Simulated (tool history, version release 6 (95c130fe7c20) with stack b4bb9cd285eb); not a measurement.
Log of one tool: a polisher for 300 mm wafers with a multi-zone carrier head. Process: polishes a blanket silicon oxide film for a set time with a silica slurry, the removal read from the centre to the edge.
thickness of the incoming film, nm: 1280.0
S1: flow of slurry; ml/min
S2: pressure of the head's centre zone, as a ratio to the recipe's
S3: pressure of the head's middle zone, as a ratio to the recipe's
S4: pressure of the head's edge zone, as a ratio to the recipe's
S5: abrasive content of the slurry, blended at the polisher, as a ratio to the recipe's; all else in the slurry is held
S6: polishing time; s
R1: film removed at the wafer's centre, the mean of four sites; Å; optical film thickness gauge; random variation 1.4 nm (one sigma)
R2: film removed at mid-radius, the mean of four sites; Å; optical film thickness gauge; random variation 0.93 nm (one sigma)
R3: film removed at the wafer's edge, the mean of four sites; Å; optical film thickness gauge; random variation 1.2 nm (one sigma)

run    day   S1    S2    S3    S4    S5  S6      R1      R2      R3
  1      0  165     1     1     1     1  54  1961.4  1970.9  2061.1
  2  0.204  165     1     1  0.98  0.95  51  1825.9  1815.4  1806.7
  3  0.462  165  1.06     1  0.98  0.95  51  1871.8  1831.9  1888.1
  4  0.725  165  1.09     1  0.98  0.95  51  1926.6  1842.8  1859.2
  5  1.054  160  1.07  0.99  0.97   0.9  49  1768.9  1686.8    1730
     1.175  -- edge zone pressure recalibrated
  6  1.175  155  1.05  0.99  0.96  0.85  47  1647.9  1595.9  1537.7

Run 7 comes next. What will it give?
  7  1.238  150  1.03  0.98  0.98  0.8  45   ?   ?   ?

{"run 7": {"R1": 1453.3, "R2": 1459.5, "R3": 1458.8}}
